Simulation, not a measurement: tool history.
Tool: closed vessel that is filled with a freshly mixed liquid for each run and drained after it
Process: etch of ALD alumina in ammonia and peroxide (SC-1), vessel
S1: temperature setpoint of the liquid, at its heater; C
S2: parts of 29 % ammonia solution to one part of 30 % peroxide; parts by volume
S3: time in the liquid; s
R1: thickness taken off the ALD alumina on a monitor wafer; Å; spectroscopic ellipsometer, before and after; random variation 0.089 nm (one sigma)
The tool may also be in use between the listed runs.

| run | day | S1 | S2 | S3 | R1 |
|---|---|---|---|---|---|
| 1 | 0.000 | 51.0 | 0.95 | 205 | 114.850 |
| 2 | 0.288 | 50.5 | 0.95 | 205 | 114.990 |
| 3 | 0.458 | 50.5 | 0.75 | 205 | 112.040 |
| 4 | 0.842 | 50.5 | 0.95 | 205 | 112.120 |
| 5 | 1.167 | 50.5 | 0.95 | 115 | 62.392 |
| 6 | 1.433 | 51.0 | 0.95 | 115 | 65.447 |
| 7 | 1.729 | 52.5 | 0.95 | 115 | 71.480 |
| 8 | 1.921 | 52.5 | 0.90 | 115 | 70.166 |
| 9 | 2.021 | 52.5 | 0.90 | 115 | 70.602 |
| 10 | 2.217 | 52.0 | 0.85 | 120 | 70.863 |

Run 11 comes next. What will it give?
| 11 | 2.396 | 52.0 | 0.85 | 125 | ? |

Run 11 gave R1 74.132 Å.
